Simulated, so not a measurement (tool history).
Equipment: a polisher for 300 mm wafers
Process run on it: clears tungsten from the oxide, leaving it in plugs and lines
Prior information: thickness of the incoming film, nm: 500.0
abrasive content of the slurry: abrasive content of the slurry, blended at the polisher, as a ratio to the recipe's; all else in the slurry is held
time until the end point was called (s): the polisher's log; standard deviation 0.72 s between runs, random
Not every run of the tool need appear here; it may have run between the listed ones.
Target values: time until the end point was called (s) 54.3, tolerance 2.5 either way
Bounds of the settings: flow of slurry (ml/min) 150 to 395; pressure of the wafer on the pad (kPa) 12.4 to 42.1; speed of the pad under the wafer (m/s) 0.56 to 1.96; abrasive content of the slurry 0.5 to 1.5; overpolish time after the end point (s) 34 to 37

run	hour	flow of slurry (ml/min)	pressure of the wafer on the pad (kPa)	speed of the pad under the wafer (m/s)	abrasive content of the slurry	overpolish time after the end point (s)	time until the end point was called (s)
1	0	250	26.9	1.26	1	34	83.098
2	5	250	26.9	1.26	1	34	82.004
3	11.5	250	26.9	1.56	1	34	67.418
4	19	185	26.9	1.56	1	34	69.013
5	20.2	185	28.3	1.56	1	34	65.108
6	22.4	150	28.3	1.56	1	34	66.335
7	26.1	150	29.6	1.56	1	34	64.954
8	27.8	150	29.6	1.56	1	34	64.305
9	28.9	150	31	1.56	1	34	62.624
10	32.1	150	32.4	1.56	1	34	59.099
11	37.3	150	33.1	1.56	1	34	58.934
# hour 42.5: slurry tank refilled with fresh slurry and peroxide
12	42.5	150	33.8	1.56	1	34	44.985

4 next moves are on the table. One of them brings every result within its allowed miss. Which?
A	47.7	150	35.2	1.84	1	37	?
B	47.7	150	30.3	1.42	0.85	34	?
C	47.7	235	34.5	1.8	1.05	34	?
D	47.7	165	29	1.54	1	37	?

move	time until the end point was called (s)
A	37.817
B	58.556
C	36.512
D	53.52
A: lands further from the targets than the last run did
B: the result that was furthest off in the last run now lies on the other side of its target
C: lands further from the targets than the last run did
D: meets every target
The move that meets every target is D.

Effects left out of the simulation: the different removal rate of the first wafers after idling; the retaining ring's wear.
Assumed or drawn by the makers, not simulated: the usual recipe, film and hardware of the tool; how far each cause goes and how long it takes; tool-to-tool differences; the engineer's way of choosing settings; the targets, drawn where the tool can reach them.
